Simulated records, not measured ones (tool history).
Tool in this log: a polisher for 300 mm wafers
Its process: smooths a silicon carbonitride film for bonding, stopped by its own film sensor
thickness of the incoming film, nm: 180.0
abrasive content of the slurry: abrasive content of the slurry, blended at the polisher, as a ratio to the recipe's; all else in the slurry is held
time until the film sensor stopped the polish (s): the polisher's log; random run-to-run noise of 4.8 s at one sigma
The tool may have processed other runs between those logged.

run	hour	flow of slurry (ml/min)	pressure of the wafer on the pad (psi)	speed of the pad under the wafer (cm/s)	abrasive content of the slurry	target thickness at which the film sensor stops the polish (Å)	time until the film sensor stopped the polish (s)
1	0	310	2	72	1	1540	127.38
2	8	310	2.4	72	1	1540	113.15
3	9.2	310	2.1	64	0.95	1540	136.39
4	12.9	310	1.9	58	0.9	1540	163.22
5	17.6	310	1.7	54	0.9	1540	193.5
6	26.5	310	1.6	54	0.9	1540	202.13

Expected results for the next run?
7	30.4	310	1.5	54	0.9	1540	?

{"run 7": {"time until the film sensor stopped the polish (s)": 211.05}}
